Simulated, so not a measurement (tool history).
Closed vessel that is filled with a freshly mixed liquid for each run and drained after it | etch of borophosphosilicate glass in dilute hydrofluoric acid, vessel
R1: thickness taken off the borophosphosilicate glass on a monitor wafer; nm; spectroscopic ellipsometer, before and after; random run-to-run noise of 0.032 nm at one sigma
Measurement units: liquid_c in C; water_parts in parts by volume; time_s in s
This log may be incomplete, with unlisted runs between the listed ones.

{"run": 1, "hour": 0.0, "liquid_c": 21, "water_parts": 225, "time_s": 105, "R1": 22.86}
{"run": 2, "hour": 8.3, "liquid_c": 20, "water_parts": 250, "time_s": 105, "R1": 19.397}
{"run": 3, "hour": 13.1, "liquid_c": 20, "water_parts": 320, "time_s": 105, "R1": 14.211}
{"run": 4, "hour": 21.1, "liquid_c": 17, "water_parts": 320, "time_s": 105, "R1": 12.762}
{"run": 5, "hour": 26.0, "liquid_c": 17, "water_parts": 330, "time_s": 105, "R1": 12.21}
{"run": 6, "hour": 33.4, "liquid_c": 17, "water_parts": 335, "time_s": 105, "R1": 12.018}
{"run": 7, "hour": 36.1, "liquid_c": 17, "water_parts": 340, "time_s": 105, "R1": 11.747}

Estimate the outcome of run 8 from the log above:
{"run": 8, "hour": 44.1, "liquid_c": 17, "water_parts": 345, "time_s": 105, "R1": "?"}

R1: 11.57 nm

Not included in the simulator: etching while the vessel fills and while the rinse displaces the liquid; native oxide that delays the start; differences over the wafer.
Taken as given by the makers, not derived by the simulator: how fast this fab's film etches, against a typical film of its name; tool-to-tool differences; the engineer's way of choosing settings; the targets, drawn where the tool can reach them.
